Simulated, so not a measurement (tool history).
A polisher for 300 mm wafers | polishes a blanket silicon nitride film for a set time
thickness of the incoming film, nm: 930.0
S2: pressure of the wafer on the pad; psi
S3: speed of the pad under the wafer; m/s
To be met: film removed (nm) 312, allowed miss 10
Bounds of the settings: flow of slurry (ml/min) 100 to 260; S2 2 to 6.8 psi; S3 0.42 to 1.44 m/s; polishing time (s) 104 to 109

{"run": 1, "day": 0.0, "flow of slurry (ml/min)": 165, "S2": 4.4, "S3": 0.92, "polishing time (s)": 104, "film removed (nm)": 215.01}
{"run": 2, "day": 0.062, "flow of slurry (ml/min)": 170, "S2": 4.8, "S3": 0.92, "polishing time (s)": 104, "film removed (nm)": 234.82}
{"run": 3, "day": 0.262, "flow of slurry (ml/min)": 175, "S2": 5.1, "S3": 0.92, "polishing time (s)": 104, "film removed (nm)": 255.01}
{"run": 4, "day": 0.633, "flow of slurry (ml/min)": 180, "S2": 5.3, "S3": 0.92, "polishing time (s)": 104, "film removed (nm)": 259.02}
{"run": 5, "day": 1.0, "flow of slurry (ml/min)": 180, "S2": 5.3, "S3": 0.92, "polishing time (s)": 109, "film removed (nm)": 272.05}
{"run": 6, "day": 1.104, "flow of slurry (ml/min)": 180, "S2": 5.5, "S3": 0.92, "polishing time (s)": 109, "film removed (nm)": 288.63}
{"run": 7, "day": 1.196, "flow of slurry (ml/min)": 180, "S2": 5.6, "S3": 0.92, "polishing time (s)": 109, "film removed (nm)": 288.33}
{"run": 8, "day": 1.229, "flow of slurry (ml/min)": 185, "S2": 5.7, "S3": 0.92, "polishing time (s)": 109, "film removed (nm)": 299.09}

Which of these 4 next moves meets every target?
{"run": "A", "day": 1.262, "flow of slurry (ml/min)": 150, "S2": 6, "S3": 1.06, "polishing time (s)": 109, "film removed (nm)": "?"}
{"run": "B", "day": 1.262, "flow of slurry (ml/min)": 185, "S2": 5.7, "S3": 0.96, "polishing time (s)": 109, "film removed (nm)": "?"}
{"run": "C", "day": 1.262, "flow of slurry (ml/min)": 160, "S2": 5.3, "S3": 1.22, "polishing time (s)": 109, "film removed (nm)": "?"}
{"run": "D", "day": 1.262, "flow of slurry (ml/min)": 200, "S2": 6.2, "S3": 0.98, "polishing time (s)": 109, "film removed (nm)": "?"}

move=A film_removed_(nm)=337.97
move=B film_removed_(nm)=308.08
move=C film_removed_(nm)=340.14
move=D film_removed_(nm)=343.16
A: takes the result that was furthest off past its target
B: meets every target
C: takes the result that was furthest off past its target
D: takes the result that was furthest off past its target
Move B is the one to make.

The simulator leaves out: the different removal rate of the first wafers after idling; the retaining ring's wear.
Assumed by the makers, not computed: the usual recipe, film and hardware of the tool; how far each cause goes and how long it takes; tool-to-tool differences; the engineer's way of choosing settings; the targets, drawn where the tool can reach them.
